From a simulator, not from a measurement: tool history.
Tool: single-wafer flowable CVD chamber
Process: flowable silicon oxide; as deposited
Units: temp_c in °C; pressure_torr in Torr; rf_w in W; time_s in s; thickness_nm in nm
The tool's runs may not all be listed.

Run 1, hour 0: temp_c 90 °C, pressure_torr 0.986 Torr, rf_w 2095 W, time_s 306 s. Result: thickness_nm 325.49 nm.
Run 2, hour 8.2: temp_c 90 °C, pressure_torr 0.825 Torr, rf_w 2095 W, time_s 306 s. Result: thickness_nm 277.11 nm.
Run 3, hour 15.8: temp_c 90 °C, pressure_torr 0.825 Torr, rf_w 2095 W, time_s 316 s. Result: thickness_nm 287.07 nm.
Run 4, hour 23.7: temp_c 97 °C, pressure_torr 0.822 Torr, rf_w 2095 W, time_s 316 s. Result: thickness_nm 231 nm.
At hour 31.8: RF generator calibrated.
Run 5, hour 31.8: temp_c 92 °C, pressure_torr 0.822 Torr, rf_w 2095 W, time_s 316 s. Result: thickness_nm 273.19 nm.
Run 6, hour 39.2: temp_c 92 °C, pressure_torr 0.645 Torr, rf_w 2095 W, time_s 316 s. Result: thickness_nm 219.37 nm.

Forecast run 7:
Run 7, hour 43.3: temp_c 96 °C, pressure_torr 0.643 Torr, rf_w 2095 W, time_s 316 s. Result: thickness_nm ?.

thickness_nm: 193.48 nm
